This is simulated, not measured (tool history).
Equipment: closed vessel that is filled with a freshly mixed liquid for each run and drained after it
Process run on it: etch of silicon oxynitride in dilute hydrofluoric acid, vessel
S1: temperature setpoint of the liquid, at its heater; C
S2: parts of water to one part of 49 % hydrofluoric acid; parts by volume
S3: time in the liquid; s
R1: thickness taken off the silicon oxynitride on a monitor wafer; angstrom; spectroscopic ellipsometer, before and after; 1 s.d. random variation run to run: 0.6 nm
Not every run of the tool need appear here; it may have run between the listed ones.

{"run": 1, "day": 0.0, "S1": 21.0, "S2": 105, "S3": 1630, "R1": 613.06}
{"run": 2, "day": 0.329, "S1": 23.0, "S2": 100, "S3": 1630, "R1": 717.42}
{"run": 3, "day": 0.483, "S1": 24.5, "S2": 95, "S3": 1630, "R1": 807.69}
{"run": 4, "day": 0.812, "S1": 25.5, "S2": 95, "S3": 1630, "R1": 853.55}
{"run": 5, "day": 1.096, "S1": 26.5, "S2": 95, "S3": 1630, "R1": 891.16}
{"run": 6, "day": 1.129, "S1": 23.0, "S2": 95, "S3": 1630, "R1": 757.03}

What will run 7 give?
{"run": 7, "day": 1.429, "S1": 24.5, "S2": 95, "S3": 1630, "R1": "?"}

R1: 809.22 angstrom

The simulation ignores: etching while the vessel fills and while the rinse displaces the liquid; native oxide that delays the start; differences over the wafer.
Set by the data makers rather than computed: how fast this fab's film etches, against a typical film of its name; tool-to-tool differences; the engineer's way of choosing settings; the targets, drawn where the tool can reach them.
